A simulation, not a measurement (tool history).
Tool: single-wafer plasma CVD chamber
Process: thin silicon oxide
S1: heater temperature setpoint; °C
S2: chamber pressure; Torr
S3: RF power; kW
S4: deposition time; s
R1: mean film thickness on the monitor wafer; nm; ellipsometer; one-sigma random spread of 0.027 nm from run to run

run	hour	S1	S2	S3	S4	R1
1	0.0	375	1.02	0.275	5.80	11.7000
2	5.8	375	0.90	0.270	5.80	10.8950
3	9.2	375	0.81	0.260	5.80	10.0540
4	11.7	375	0.75	0.260	5.80	9.5823
5	16.5	383	0.75	0.260	5.80	9.5319
6	24.7	387	0.75	0.260	5.80	9.5660
7	29.0	387	0.62	0.255	5.80	8.3628
8	33.4	387	0.64	0.255	5.80	8.5551

Run 9 is up next; what results do you expect?
9	33.9	387	0.65	0.255	5.80	?

{"run 9": {"R1": 8.5926}}
